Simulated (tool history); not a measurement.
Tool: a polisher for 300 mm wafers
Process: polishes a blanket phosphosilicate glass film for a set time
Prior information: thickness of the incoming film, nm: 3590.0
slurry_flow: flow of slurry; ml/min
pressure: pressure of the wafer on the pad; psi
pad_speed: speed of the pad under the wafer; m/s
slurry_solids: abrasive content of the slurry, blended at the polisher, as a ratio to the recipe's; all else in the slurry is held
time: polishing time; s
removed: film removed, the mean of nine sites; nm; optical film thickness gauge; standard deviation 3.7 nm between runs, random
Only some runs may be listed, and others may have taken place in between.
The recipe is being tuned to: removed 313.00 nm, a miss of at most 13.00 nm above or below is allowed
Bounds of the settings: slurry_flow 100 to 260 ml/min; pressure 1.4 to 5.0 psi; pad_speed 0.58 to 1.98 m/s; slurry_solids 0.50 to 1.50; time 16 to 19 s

run	hour	slurry_flow	pressure	pad_speed	slurry_solids	time	removed
1	0.0	165	3.2	1.28	1.00	19	236.32
2	5.5	165	3.2	1.28	1.00	19	236.41
3	10.2	165	3.4	1.28	1.00	19	249.51
4	13.5	165	3.7	1.28	1.00	19	263.56
5	19.0	165	3.8	1.28	1.00	19	269.10
6	25.1	165	3.8	1.28	1.00	16	227.26
7	34.0	165	4.1	1.32	1.00	16	243.08
8	41.5	165	4.3	1.36	1.00	16	257.41

Next run, 5 choices. One meets every target within its allowed miss, the rest don't. Which?
A	49.0	160	4.7	1.56	0.95	19	?
B	49.0	160	4.6	1.32	1.15	19	?
C	49.0	160	4.3	1.32	1.05	19	?
D	49.0	150	3.8	1.08	1.05	17	?
E	49.0	160	4.3	1.40	0.95	18	?

move	removed
A	366.06
B	343.88
C	313.01
D	214.34
E	296.39
A: takes the result that was furthest off past its target
B: takes the result that was furthest off past its target
C: all results in spec
D: misses by more than the last run did
E: better than the last run, though not everything is in spec
Go with C: it meets all targets.

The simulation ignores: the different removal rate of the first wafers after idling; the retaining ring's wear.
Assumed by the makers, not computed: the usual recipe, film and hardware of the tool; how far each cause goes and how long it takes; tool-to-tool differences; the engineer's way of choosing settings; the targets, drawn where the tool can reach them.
